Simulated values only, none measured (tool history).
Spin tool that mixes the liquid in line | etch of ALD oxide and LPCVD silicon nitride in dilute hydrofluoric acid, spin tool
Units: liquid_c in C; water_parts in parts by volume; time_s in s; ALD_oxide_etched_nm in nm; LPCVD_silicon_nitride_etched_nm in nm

| run | hour | liquid_c | water_parts | time_s | ALD_oxide_etched_nm | LPCVD_silicon_nitride_etched_nm |
|---|---|---|---|---|---|---|
| 1 | 0 | 22 | 60 | 35 | 5.8343 | 0.15299 |
| 2 | 2.2 | 22 | 60 | 45 | 7.5506 | 0.29683 |
| 3 | 4.1 | 23 | 60 | 45 | 7.8257 | 0.30129 |
| 4 | 10.1 | 23 | 60 | 55 | 9.6156 | 0.39094 |
| 5 | 12.2 | 25.5 | 60 | 55 | 10.552 | 0.43233 |
| 6 | 18.4 | 25.5 | 45 | 55 | 14.348 | 0.49415 |
| 7 | 19 | 25 | 45 | 55 | 14.234 | 0.5437 |
| 8 | 21.6 | 24.5 | 45 | 55 | 13.69 | 0.47394 |
| 9 | 27.8 | 24 | 45 | 55 | 13.503 | 0.41951 |
| 10 | 35.6 | 23.5 | 45 | 55 | 13.294 | 0.50284 |
| 11 | 43 | 22 | 50 | 55 | 11.207 | 0.40071 |

The next listed run, before its measurement:
| 12 | 51.7 | 22.5 | 50 | 55 | ? | ? |

Run 12 gave ALD_oxide_etched_nm 11.347 nm, LPCVD_silicon_nitride_etched_nm 0.43018 nm.
